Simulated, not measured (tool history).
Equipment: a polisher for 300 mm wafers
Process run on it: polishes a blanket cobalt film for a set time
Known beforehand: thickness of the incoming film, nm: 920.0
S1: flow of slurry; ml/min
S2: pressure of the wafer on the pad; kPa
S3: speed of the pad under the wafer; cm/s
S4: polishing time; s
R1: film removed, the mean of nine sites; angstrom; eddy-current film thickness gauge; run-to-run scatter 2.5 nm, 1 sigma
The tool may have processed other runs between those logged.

run	hour	S1	S2	S3	S4	R1
1	0.0	175	8.3	112	50	1550.40
2	2.2	210	8.3	112	50	1561.50
3	4.0	210	9.7	114	50	1786.60
4	12.9	210	8.3	114	50	1605.20
5	18.5	210	8.3	86	50	1233.20
6	24.5	210	8.3	62	50	908.96
7	30.1	210	9.0	68	50	1027.90
8	38.4	215	11.0	100	51	1804.80

Predict the results of run 9:
9	45.0	215	11.0	102	51	?

R1: 1863.70 angstrom

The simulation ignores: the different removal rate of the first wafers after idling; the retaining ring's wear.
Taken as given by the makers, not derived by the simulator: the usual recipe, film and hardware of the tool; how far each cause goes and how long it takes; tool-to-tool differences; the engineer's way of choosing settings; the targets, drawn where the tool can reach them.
